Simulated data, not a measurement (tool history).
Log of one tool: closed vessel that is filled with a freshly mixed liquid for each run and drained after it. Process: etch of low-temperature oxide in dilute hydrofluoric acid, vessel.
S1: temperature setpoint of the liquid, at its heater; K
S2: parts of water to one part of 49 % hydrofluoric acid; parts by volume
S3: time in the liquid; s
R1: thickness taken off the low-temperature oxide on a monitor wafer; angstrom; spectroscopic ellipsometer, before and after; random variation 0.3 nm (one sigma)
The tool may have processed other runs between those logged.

| run | hour | S1 | S2 | S3 | R1 |
|---|---|---|---|---|---|
| 1 | 0.0 | 293.15 | 160 | 700 | 639.73 |
| 2 | 7.6 | 292.65 | 165 | 700 | 603.34 |
| 3 | 14.0 | 292.65 | 125 | 700 | 826.67 |
| 4 | 16.2 | 292.15 | 130 | 700 | 774.06 |
| 5 | 23.9 | 292.15 | 130 | 755 | 831.08 |
| 6 | 28.0 | 292.15 | 140 | 755 | 768.29 |
| 7 | 31.0 | 292.15 | 145 | 755 | 730.83 |
| 8 | 32.1 | 292.15 | 150 | 755 | 712.76 |
| 9 | 39.3 | 292.15 | 150 | 755 | 709.51 |
| 10 | 45.2 | 292.15 | 155 | 755 | 688.54 |
| 11 | 54.2 | 292.15 | 160 | 755 | 657.00 |
| 12 | 58.5 | 292.15 | 165 | 755 | 639.41 |

Run 13 is up next; what results do you expect?
| 13 | 61.6 | 292.15 | 170 | 755 | ? |

For run 13 the tool returned R1 616.58 angstrom.
